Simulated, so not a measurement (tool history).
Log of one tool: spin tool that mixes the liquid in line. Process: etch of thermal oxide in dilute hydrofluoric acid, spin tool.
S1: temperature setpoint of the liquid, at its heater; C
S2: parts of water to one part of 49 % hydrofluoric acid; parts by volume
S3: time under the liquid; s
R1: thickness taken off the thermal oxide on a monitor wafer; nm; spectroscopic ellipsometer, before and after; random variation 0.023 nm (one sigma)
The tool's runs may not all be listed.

run    day    S1   S2   S3      R1
  1      0    25  115  175  7.3141
  2  0.042    25  160  175  5.0184
  3  0.367  23.5  160  175  4.7264
  4  0.529    27  160  175  5.3988
  5  0.617    27  160  175  5.3262
  6  0.683    25  160  175   5.026
  7  0.954  23.5  160  175   4.738
  8  1.183    22  160  175  4.4506

The next listed run, before its measurement:
  9  1.246  21  160  175   ?

Run 9 gave R1 4.2786 nm.
